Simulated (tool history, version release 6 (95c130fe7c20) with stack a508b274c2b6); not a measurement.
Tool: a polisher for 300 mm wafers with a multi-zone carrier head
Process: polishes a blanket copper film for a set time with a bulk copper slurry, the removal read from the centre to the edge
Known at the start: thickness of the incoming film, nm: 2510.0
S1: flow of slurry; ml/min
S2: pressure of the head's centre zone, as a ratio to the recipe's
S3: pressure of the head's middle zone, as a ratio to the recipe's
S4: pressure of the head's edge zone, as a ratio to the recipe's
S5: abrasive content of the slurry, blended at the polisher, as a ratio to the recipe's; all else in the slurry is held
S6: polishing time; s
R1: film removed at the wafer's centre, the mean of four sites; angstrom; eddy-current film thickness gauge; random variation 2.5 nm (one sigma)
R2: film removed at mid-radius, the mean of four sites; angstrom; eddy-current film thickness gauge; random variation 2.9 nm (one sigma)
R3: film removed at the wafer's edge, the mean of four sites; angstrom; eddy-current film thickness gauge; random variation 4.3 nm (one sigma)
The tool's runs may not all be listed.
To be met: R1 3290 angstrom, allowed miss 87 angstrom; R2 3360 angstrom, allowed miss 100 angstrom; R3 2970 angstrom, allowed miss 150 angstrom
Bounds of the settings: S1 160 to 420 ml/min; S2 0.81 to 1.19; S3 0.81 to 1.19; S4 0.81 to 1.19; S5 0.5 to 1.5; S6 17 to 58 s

run 1 hour=0 | S1=270 S2=1 S3=1 S4=1 S5=1 S6=37 | R1=2689.4 R2=2703.6 R3=2709
run 2 hour=6.1 | S1=275 S2=1.01 S3=1.02 S4=1.01 S5=1 S6=37 | R1=2710.3 R2=2732.8 R3=2693.3
run 3 hour=9.1 | S1=275 S2=1.01 S3=1.02 S4=1.01 S5=0.85 S6=37 | R1=2593.9 R2=2639.6 R3=2554.7
run 4 hour=13.5 | S1=275 S2=1.01 S3=1.08 S4=1.01 S5=0.85 S6=37 | R1=2584.6 R2=2783.5 R3=2573.1
run 5 hour=17.3 | S1=280 S2=1.02 S3=1.09 S4=1.01 S5=0.9 S6=37 | R1=2699.1 R2=2805.9 R3=2657.4
run 6 hour=22.9 | S1=280 S2=1.02 S3=1.1 S4=1 S5=0.9 S6=37 | R1=2625.8 R2=2892.8 R3=2649.4
run 7 hour=30.2 | S1=285 S2=1.04 S3=1.11 S4=1 S5=0.9 S6=37 | R1=2718.4 R2=2917.4 R3=2563.5
run 8 hour=34.1 | S1=290 S2=1.05 S3=1.12 S4=1.01 S5=0.95 S6=37 | R1=2833.5 R2=2940.1 R3=2650.3
run 9 hour=40 | S1=335 S2=1.08 S3=1.19 S4=1.01 S5=1.15 S6=39 | R1=3263.9 R2=3548.6 R3=2954.8
run 10 hour=46.4 | S1=335 S2=1.08 S3=1.18 S4=1.01 S5=1.15 S6=39 | R1=3244.9 R2=3449.7 R3=3003.6

4 next moves are on the table. One of them brings every result within its allowed miss. Which?
run A hour=52.8 | S1=330 S2=1.05 S3=1.07 S4=1.07 S5=1.35 S6=40 | R1=? R2=? R3=?
run B hour=52.8 | S1=380 S2=1.04 S3=1.17 S4=1.02 S5=1.15 S6=40 | R1=? R2=? R3=?
run C hour=52.8 | S1=350 S2=1.12 S3=1.16 S4=1.04 S5=1.2 S6=38 | R1=? R2=? R3=?
run D hour=52.8 | S1=385 S2=0.99 S3=1.17 S4=0.88 S5=1.1 S6=42 | R1=? R2=? R3=?

move=A R1=3351.3 R2=3418.4 R3=3313.7
move=B R1=3210.5 R2=3562.3 R3=3112.2
move=C R1=3290.3 R2=3380 R3=3008.8
move=D R1=3181 R2=3698.1 R3=3012.5
A: brings the result that was furthest off to its target, and leaves another outside
B: further off than the last run
C: meets every target
D: further off than the last run
Answer: C

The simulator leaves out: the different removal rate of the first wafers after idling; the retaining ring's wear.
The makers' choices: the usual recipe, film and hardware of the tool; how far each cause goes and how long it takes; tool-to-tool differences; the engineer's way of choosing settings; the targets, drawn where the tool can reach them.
